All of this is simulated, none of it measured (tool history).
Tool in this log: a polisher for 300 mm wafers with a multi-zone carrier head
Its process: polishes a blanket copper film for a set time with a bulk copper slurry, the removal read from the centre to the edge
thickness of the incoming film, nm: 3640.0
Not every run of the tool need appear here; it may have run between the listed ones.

run  hour  flow of slurry (ml/min)  pressure of the head's centre zone  pressure of the head's middle zone  pressure of the head's edge zone  abrasive content of the slurry  polishing time (s)  film removed at the wafer's centre (Å)  film removed at mid-radius (Å)  film removed at the wafer's edge (Å)
  1     0                      245                                   1                                   1                                 1                               1                  41                                  4468.5                          4606.3                                4517.6
  2   2.9                      305                                   1                                   1                                 1                               1                  41                                  4626.4                          4659.1                                4605.9
  3  10.3                      295                                0.98                                   1                              0.99                            0.95                  41                                  4409.6                          4565.6                                4589.5
  4  15.6                      285                                0.97                                   1                              0.97                            0.95                  41                                  4446.2                          4567.8                                4473.6
  5  20.1                      285                                0.89                                   1                              0.97                            0.95                  41                                    4006                          4551.5                                4516.5
  6    23                      285                                0.89                                   1                              0.97                            0.95                  32                                  3141.9                          3601.9                                3562.1
  7  24.1                      285                                0.89                                   1                              0.97                            0.95                  32                                    3107                          3599.5                                3494.7
  8  30.6                      290                                0.92                                1.02                                 1                               1                  32                                  3256.7                          3688.1                                3676.5
  9    36                      295                                0.94                                1.05                              1.01                            1.05                  32                                  3418.2                          3899.6                                3695.8

For run 10, what comes out?
 10    37                      300                                0.95                                1.06                              1.04                             1.1                  32                                       ?                               ?                                     ?

{"run 10": {"film removed at the wafer's centre (Å)": 3408.5, "film removed at mid-radius (Å)": 3966.4, "film removed at the wafer's edge (Å)": 3769}}
